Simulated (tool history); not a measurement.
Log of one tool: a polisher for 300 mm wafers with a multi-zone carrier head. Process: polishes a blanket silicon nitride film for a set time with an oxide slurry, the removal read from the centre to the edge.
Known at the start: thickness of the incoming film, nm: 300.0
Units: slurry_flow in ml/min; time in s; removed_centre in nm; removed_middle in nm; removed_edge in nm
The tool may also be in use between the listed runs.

Run 1, day 0.000: slurry_flow 200 ml/min, centre_zone 1.00, middle_zone 1.00, edge_zone 1.00, slurry_solids 1.00, time 33 s. Result: removed_centre 19.014 nm, removed_middle 19.598 nm, removed_edge 19.177 nm.
Run 2, day 0.350: slurry_flow 200 ml/min, centre_zone 1.00, middle_zone 1.00, edge_zone 0.92, slurry_solids 1.00, time 33 s. Result: removed_centre 18.563 nm, removed_middle 19.630 nm, removed_edge 18.506 nm.
Run 3, day 0.671: slurry_flow 190 ml/min, centre_zone 0.95, middle_zone 0.99, edge_zone 0.95, slurry_solids 1.05, time 33 s. Result: removed_centre 18.529 nm, removed_middle 19.956 nm, removed_edge 19.333 nm.
Run 4, day 0.754: slurry_flow 190 ml/min, centre_zone 0.95, middle_zone 0.99, edge_zone 0.95, slurry_solids 1.05, time 27 s. Result: removed_centre 15.090 nm, removed_middle 16.033 nm, removed_edge 15.360 nm.
Run 5, day 0.804: slurry_flow 190 ml/min, centre_zone 1.00, middle_zone 0.99, edge_zone 0.95, slurry_solids 1.05, time 27 s. Result: removed_centre 15.622 nm, removed_middle 16.014 nm, removed_edge 15.498 nm.
Run 6, day 0.858: slurry_flow 170 ml/min, centre_zone 0.94, middle_zone 1.01, edge_zone 1.02, slurry_solids 1.15, time 27 s. Result: removed_centre 15.327 nm, removed_middle 16.829 nm, removed_edge 16.571 nm.

Forecast run 7:
Run 7, day 1.050: slurry_flow 180 ml/min, centre_zone 0.91, middle_zone 1.01, edge_zone 1.07, slurry_solids 1.20, time 27 s. Result: removed_centre ?, removed_middle ?, removed_edge ?.

removed_centre: 14.998 nm
removed_middle: 17.473 nm
removed_edge: 17.410 nm
